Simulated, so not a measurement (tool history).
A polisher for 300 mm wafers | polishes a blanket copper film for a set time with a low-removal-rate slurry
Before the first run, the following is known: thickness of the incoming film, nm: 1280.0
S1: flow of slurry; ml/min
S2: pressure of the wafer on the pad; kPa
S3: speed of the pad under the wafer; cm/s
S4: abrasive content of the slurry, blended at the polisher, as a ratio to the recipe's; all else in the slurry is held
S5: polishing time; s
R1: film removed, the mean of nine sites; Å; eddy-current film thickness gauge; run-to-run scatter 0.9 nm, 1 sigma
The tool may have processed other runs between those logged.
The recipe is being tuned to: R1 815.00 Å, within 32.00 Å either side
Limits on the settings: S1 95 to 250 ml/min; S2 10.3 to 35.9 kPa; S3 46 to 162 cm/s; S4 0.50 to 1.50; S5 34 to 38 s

run 1 hour=0.0 | S1=160 S2=22.8 S3=104 S4=1.00 S5=38 | R1=1109.00
run 2 hour=1.1 | S1=160 S2=20.7 S3=104 S4=1.00 S5=38 | R1=1018.90
run 3 hour=1.9 | S1=140 S2=20.7 S3=104 S4=1.00 S5=38 | R1=997.79
run 4 hour=3.6 | S1=140 S2=20.7 S3=126 S4=1.00 S5=38 | R1=1172.00
run 5 hour=8.7 | S1=140 S2=20.7 S3=126 S4=1.00 S5=38 | R1=1176.90
run 6 hour=14.9 | S1=140 S2=24.1 S3=126 S4=1.00 S5=38 | R1=1393.30
run 7 hour=19.6 | S1=140 S2=21.4 S3=126 S4=1.00 S5=38 | R1=1229.80
run 8 hour=27.7 | S1=140 S2=19.3 S3=126 S4=1.00 S5=38 | R1=1103.00
run 9 hour=31.6 | S1=140 S2=17.9 S3=126 S4=1.00 S5=38 | R1=1028.40
run 10 hour=40.2 | S1=135 S2=12.4 S3=124 S4=1.00 S5=38 | R1=715.94
run 11 hour=48.7 | S1=145 S2=13.1 S3=124 S4=1.00 S5=38 | R1=747.25

Exercise: of the 4 proposed moves below, exactly one satisfies all targets within the stated allowed misses. Which move is it?
run A hour=57.2 | S1=140 S2=14.5 S3=128 S4=1.05 S5=36 | R1=?
run B hour=57.2 | S1=115 S2=16.5 S3=128 S4=0.90 S5=37 | R1=?
run C hour=57.2 | S1=175 S2=13.1 S3=114 S4=1.00 S5=38 | R1=?
run D hour=57.2 | S1=150 S2=13.8 S3=126 S4=0.85 S5=37 | R1=?

move=A R1=801.83
move=B R1=874.25
move=C R1=697.24
move=D R1=737.32
A: hits every target within its allowed miss
B: pushes the last run's worst result past its target
C: lands further from the targets than the last run did
D: lands further from the targets than the last run did
A meets every target.

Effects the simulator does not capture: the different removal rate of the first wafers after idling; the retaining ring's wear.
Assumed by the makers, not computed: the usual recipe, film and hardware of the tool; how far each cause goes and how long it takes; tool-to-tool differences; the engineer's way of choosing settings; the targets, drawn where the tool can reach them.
